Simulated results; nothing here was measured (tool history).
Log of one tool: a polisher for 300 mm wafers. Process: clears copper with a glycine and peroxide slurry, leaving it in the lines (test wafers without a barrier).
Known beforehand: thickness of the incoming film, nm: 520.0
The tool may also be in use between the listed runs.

run	hour	flow of slurry (ml/min)	pressure of the wafer on the pad (kPa)	speed of the pad under the wafer (m/s)	overpolish time after the end point (s)	time until the end point was called (s)	dishing of a wide line in a test structure (Å)
1	0.0	165	14.5	1.10	21	130.69	232.24
2	4.7	165	11.7	1.10	21	150.19	223.92
3	12.6	195	11.0	1.28	16	142.07	212.80
4	18.2	170	11.0	1.28	16	146.94	209.04
5	21.7	170	7.6	1.28	16	195.86	184.14
# hour 24.4: slurry nozzle cleaned
6	24.4	170	7.6	1.48	16	173.79	194.73
7	28.5	200	8.3	1.54	13	151.72	183.39
8	31.9	220	9.0	1.60	11	139.31	181.32
9	35.3	235	10.3	1.64	9	118.53	171.85

For run 10, what comes out?
10	38.0	245	11.0	1.66	8	?	?

time until the end point was called (s): 115.55
dishing of a wide line in a test structure (Å): 168.08
